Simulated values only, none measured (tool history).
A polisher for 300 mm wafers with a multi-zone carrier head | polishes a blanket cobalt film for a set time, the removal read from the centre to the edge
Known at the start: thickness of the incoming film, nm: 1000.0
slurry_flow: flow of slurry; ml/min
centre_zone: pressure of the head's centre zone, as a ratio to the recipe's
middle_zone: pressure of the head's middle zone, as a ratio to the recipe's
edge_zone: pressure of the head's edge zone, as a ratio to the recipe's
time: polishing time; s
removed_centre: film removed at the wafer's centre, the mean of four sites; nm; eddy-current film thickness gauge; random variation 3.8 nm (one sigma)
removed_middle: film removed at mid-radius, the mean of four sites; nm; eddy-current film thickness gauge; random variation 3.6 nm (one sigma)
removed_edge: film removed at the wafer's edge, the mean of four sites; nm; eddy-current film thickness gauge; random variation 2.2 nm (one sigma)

Run 1, hour 0.0: slurry_flow 250 ml/min, centre_zone 1.00, middle_zone 1.00, edge_zone 1.00, time 55 s. Result: removed_centre 226.24 nm, removed_middle 226.47 nm, removed_edge 229.52 nm.
Run 2, hour 2.1: slurry_flow 260 ml/min, centre_zone 1.01, middle_zone 1.03, edge_zone 1.03, time 57 s. Result: removed_centre 236.50 nm, removed_middle 244.47 nm, removed_edge 239.64 nm.
Run 3, hour 9.6: slurry_flow 290 ml/min, centre_zone 1.01, middle_zone 1.03, edge_zone 1.03, time 57 s. Result: removed_centre 236.89 nm, removed_middle 246.00 nm, removed_edge 241.11 nm.
Run 4, hour 13.2: slurry_flow 290 ml/min, centre_zone 1.01, middle_zone 1.03, edge_zone 1.03, time 63 s. Result: removed_centre 261.89 nm, removed_middle 270.28 nm, removed_edge 267.71 nm.
Run 5, hour 16.8: slurry_flow 290 ml/min, centre_zone 1.02, middle_zone 1.05, edge_zone 1.05, time 64 s. Result: removed_centre 266.96 nm, removed_middle 285.84 nm, removed_edge 276.70 nm.
Run 6, hour 18.2: slurry_flow 290 ml/min, centre_zone 1.11, middle_zone 1.05, edge_zone 1.05, time 64 s. Result: removed_centre 289.12 nm, removed_middle 285.69 nm, removed_edge 275.10 nm.
Run 7, hour 24.5: slurry_flow 290 ml/min, centre_zone 1.11, middle_zone 1.06, edge_zone 1.07, time 65 s. Result: removed_centre 298.90 nm, removed_middle 286.66 nm, removed_edge 278.95 nm.
Run 8, hour 29.8: slurry_flow 295 ml/min, centre_zone 1.10, middle_zone 1.07, edge_zone 1.08, time 66 s. Result: removed_centre 300.17 nm, removed_middle 290.98 nm, removed_edge 288.05 nm.
Run 9, hour 32.9: slurry_flow 300 ml/min, centre_zone 1.09, middle_zone 1.09, edge_zone 1.08, time 67 s. Result: removed_centre 299.93 nm, removed_middle 304.03 nm, removed_edge 287.63 nm.
Run 10, hour 39.5: slurry_flow 305 ml/min, centre_zone 1.08, middle_zone 1.10, edge_zone 1.09, time 68 s. Result: removed_centre 304.18 nm, removed_middle 313.47 nm, removed_edge 296.93 nm.
Run 11, hour 46.1: slurry_flow 310 ml/min, centre_zone 1.08, middle_zone 1.11, edge_zone 1.10, time 68 s. Result: removed_centre 305.88 nm, removed_middle 312.19 nm, removed_edge 298.89 nm.
Run 12, hour 53.6: slurry_flow 310 ml/min, centre_zone 1.07, middle_zone 1.12, edge_zone 1.10, time 68 s. Result: removed_centre 300.26 nm, removed_middle 314.63 nm, removed_edge 298.42 nm.
Run 13, hour 57.0: slurry_flow 310 ml/min, centre_zone 1.07, middle_zone 1.13, edge_zone 1.10, time 68 s. Result: removed_centre 302.40 nm, removed_middle 316.53 nm, removed_edge 300.49 nm.

Run 14 comes next. What will it give?
Run 14, hour 63.5: slurry_flow 310 ml/min, centre_zone 1.07, middle_zone 1.14, edge_zone 1.10, time 68 s. Result: removed_centre ?, removed_middle ?, removed_edge ?.

Run 14 gave removed_centre 297.37 nm, removed_middle 321.61 nm, removed_edge 296.46 nm.
